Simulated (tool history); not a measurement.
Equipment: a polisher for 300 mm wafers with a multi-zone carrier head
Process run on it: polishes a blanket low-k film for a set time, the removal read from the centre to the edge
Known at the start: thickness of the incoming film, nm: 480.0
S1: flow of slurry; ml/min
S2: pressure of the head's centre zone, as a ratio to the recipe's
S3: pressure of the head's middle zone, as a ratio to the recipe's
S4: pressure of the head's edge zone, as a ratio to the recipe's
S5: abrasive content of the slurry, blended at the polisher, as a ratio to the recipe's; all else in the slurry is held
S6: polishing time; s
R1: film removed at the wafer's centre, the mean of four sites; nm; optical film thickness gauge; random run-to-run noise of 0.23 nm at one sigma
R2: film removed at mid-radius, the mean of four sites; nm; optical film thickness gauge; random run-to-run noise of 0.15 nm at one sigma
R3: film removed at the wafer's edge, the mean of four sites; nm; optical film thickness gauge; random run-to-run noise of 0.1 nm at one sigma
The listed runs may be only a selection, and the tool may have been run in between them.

Run 1, hour 0.0: S1 280 ml/min, S2 1.00, S3 1.00, S4 1.00, S5 1.00, S6 61 s. Result: R1 18.821 nm, R2 17.823 nm, R3 18.146 nm.
Run 2, hour 4.5: S1 280 ml/min, S2 1.00, S3 1.00, S4 0.96, S5 1.00, S6 61 s. Result: R1 18.018 nm, R2 18.086 nm, R3 18.101 nm.
Run 3, hour 8.2: S1 280 ml/min, S2 1.00, S3 1.00, S4 0.96, S5 1.20, S6 61 s. Result: R1 19.647 nm, R2 19.693 nm, R3 19.476 nm.
Run 4, hour 15.2: S1 270 ml/min, S2 0.98, S3 0.96, S4 0.96, S5 1.15, S6 61 s. Result: R1 19.030 nm, R2 18.526 nm, R3 19.129 nm.
Run 5, hour 23.8: S1 265 ml/min, S2 0.96, S3 0.93, S4 0.96, S5 1.10, S6 61 s. Result: R1 18.514 nm, R2 17.727 nm, R3 18.655 nm.
Run 6, hour 31.5: S1 255 ml/min, S2 0.93, S3 0.90, S4 0.97, S5 1.05, S6 61 s. Result: R1 17.251 nm, R2 16.883 nm, R3 18.396 nm.

Run 7 has not been measured yet. What should we expect?
Run 7, hour 34.7: S1 250 ml/min, S2 0.92, S3 0.88, S4 0.97, S5 1.00, S6 61 s. Result: R1 ?, R2 ?, R3 ?.

{"run 7": {"R1": 17.338, "R2": 15.776, "R3": 17.875}}

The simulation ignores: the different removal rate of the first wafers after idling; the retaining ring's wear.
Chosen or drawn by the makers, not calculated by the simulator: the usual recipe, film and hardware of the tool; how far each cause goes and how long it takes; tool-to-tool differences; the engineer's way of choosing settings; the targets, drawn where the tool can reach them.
